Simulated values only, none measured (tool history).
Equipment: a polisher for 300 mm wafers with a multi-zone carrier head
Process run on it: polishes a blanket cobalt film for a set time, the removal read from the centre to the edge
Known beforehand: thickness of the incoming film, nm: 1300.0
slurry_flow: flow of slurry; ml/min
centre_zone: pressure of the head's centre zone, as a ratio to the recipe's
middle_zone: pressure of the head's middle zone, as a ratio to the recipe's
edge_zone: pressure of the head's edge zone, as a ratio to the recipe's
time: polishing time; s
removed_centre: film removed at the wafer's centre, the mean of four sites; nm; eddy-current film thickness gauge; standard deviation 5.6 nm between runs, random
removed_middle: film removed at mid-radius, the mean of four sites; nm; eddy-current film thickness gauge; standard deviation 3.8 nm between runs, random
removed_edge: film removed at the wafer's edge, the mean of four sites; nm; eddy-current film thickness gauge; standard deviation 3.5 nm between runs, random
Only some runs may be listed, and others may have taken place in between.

run,hour,slurry_flow,centre_zone,middle_zone,edge_zone,time,removed_centre,removed_middle,removed_edge
1,0.0,240,1.00,1.00,1.00,84,355.65,357.21,360.16
2,5.4,240,1.03,1.00,1.00,84,370.92,358.47,363.99
3,7.3,240,0.96,1.00,1.00,84,340.80,363.36,366.85
4,8.6,250,0.97,1.02,1.01,85,349.78,365.74,370.15
5,12.6,250,0.98,1.03,1.01,87,360.37,389.07,382.27
6,20.8,250,0.98,1.11,1.01,87,374.42,409.37,375.71

Run 7, settings as shown, results not yet in. Your forecast:
7,26.3,255,0.99,1.11,1.02,87,?,?,?

{"run 7": {"removed_centre": 375.16, "removed_middle": 414.07, "removed_edge": 383.77}}

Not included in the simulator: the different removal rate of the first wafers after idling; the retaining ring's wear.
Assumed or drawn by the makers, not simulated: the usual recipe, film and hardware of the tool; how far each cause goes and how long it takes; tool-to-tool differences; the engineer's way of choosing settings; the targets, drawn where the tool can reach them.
